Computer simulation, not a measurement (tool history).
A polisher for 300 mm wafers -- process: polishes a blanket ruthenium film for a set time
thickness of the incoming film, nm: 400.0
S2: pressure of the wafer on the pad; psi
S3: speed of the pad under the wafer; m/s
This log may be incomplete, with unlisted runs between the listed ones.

{"run": 1, "hour": 0.0, "flow of slurry (ml/min)": 155, "S2": 2.4, "S3": 1, "polishing time (s)": 60, "film removed (angstrom)": 924.37}
{"run": 2, "hour": 3.3, "flow of slurry (ml/min)": 190, "S2": 2.4, "S3": 1, "polishing time (s)": 60, "film removed (angstrom)": 942.63}
{"run": 3, "hour": 7.2, "flow of slurry (ml/min)": 150, "S2": 2.4, "S3": 1, "polishing time (s)": 60, "film removed (angstrom)": 904.85}
{"run": 4, "hour": 10.4, "flow of slurry (ml/min)": 125, "S2": 2.4, "S3": 1, "polishing time (s)": 60, "film removed (angstrom)": 890.11}
{"run": 5, "hour": 13.7, "flow of slurry (ml/min)": 135, "S2": 2.6, "S3": 1, "polishing time (s)": 60, "film removed (angstrom)": 951.37}
{"run": 6, "hour": 18.9, "flow of slurry (ml/min)": 145, "S2": 2.8, "S3": 1, "polishing time (s)": 60, "film removed (angstrom)": 1003.9}
{"run": 7, "hour": 20.7, "flow of slurry (ml/min)": 150, "S2": 3, "S3": 1.02, "polishing time (s)": 60, "film removed (angstrom)": 1085.1}
{"run": 8, "hour": 22.9, "flow of slurry (ml/min)": 155, "S2": 3.1, "S3": 1.04, "polishing time (s)": 60, "film removed (angstrom)": 1151.6}
{"run": 9, "hour": 30.6, "flow of slurry (ml/min)": 160, "S2": 3.2, "S3": 1.04, "polishing time (s)": 60, "film removed (angstrom)": 1171.9}
{"run": 10, "hour": 36.6, "flow of slurry (ml/min)": 160, "S2": 3.2, "S3": 1.04, "polishing time (s)": 60, "film removed (angstrom)": 1191.2}
{"run": 11, "hour": 44.8, "flow of slurry (ml/min)": 165, "S2": 3.3, "S3": 1.04, "polishing time (s)": 60, "film removed (angstrom)": 1208.8}

What will run 12 give?
{"run": 12, "hour": 49.2, "flow of slurry (ml/min)": 170, "S2": 3.4, "S3": 1.06, "polishing time (s)": 60, "film removed (angstrom)": "?"}

Run 12 measured film removed (angstrom) 1270.5.
